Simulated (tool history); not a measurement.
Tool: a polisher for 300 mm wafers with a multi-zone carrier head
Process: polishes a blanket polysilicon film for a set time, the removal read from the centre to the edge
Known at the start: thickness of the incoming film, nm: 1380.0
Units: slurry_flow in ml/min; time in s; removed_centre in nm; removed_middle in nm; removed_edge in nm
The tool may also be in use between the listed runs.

{"run": 1, "hour": 0.0, "slurry_flow": 250, "centre_zone": 1, "middle_zone": 1, "edge_zone": 1, "time": 45, "removed_centre": 391.87, "removed_middle": 382.97, "removed_edge": 383.14}
{"run": 2, "hour": 3.2, "slurry_flow": 190, "centre_zone": 1, "middle_zone": 1, "edge_zone": 1, "time": 45, "removed_centre": 371.12, "removed_middle": 377.3, "removed_edge": 372.41}
{"run": 3, "hour": 7.1, "slurry_flow": 215, "centre_zone": 1.01, "middle_zone": 1.01, "edge_zone": 1.04, "time": 46, "removed_centre": 396.75, "removed_middle": 400.14, "removed_edge": 394.01}
{"run": 4, "hour": 12.9, "slurry_flow": 260, "centre_zone": 1.01, "middle_zone": 1.01, "edge_zone": 1.04, "time": 46, "removed_centre": 403.56, "removed_middle": 399.09, "removed_edge": 396.11}
{"run": 5, "hour": 19.9, "slurry_flow": 260, "centre_zone": 1.01, "middle_zone": 1.01, "edge_zone": 1.04, "time": 52, "removed_centre": 460.01, "removed_middle": 460.65, "removed_edge": 442.83}
{"run": 6, "hour": 28.1, "slurry_flow": 260, "centre_zone": 1.01, "middle_zone": 0.98, "edge_zone": 1.04, "time": 52, "removed_centre": 456.28, "removed_middle": 447.05, "removed_edge": 453.21}
{"run": 7, "hour": 30.7, "slurry_flow": 270, "centre_zone": 1.01, "middle_zone": 0.97, "edge_zone": 1.05, "time": 52, "removed_centre": 454.51, "removed_middle": 435.71, "removed_edge": 457.63}
{"run": 8, "hour": 32.2, "slurry_flow": 280, "centre_zone": 1.01, "middle_zone": 0.97, "edge_zone": 1.06, "time": 52, "removed_centre": 464.5, "removed_middle": 442.1, "removed_edge": 457.34}
{"run": 9, "hour": 36.2, "slurry_flow": 285, "centre_zone": 1.01, "middle_zone": 0.97, "edge_zone": 1.07, "time": 52, "removed_centre": 460.13, "removed_middle": 445.34, "removed_edge": 459.29}

Forecast run 10:
{"run": 10, "hour": 44.0, "slurry_flow": 290, "centre_zone": 1.01, "middle_zone": 0.96, "edge_zone": 1.08, "time": 52, "removed_centre": "?", "removed_middle": "?", "removed_edge": "?"}

{"run 10": {"removed_centre": 457.85, "removed_middle": 443.79, "removed_edge": 454.87}}
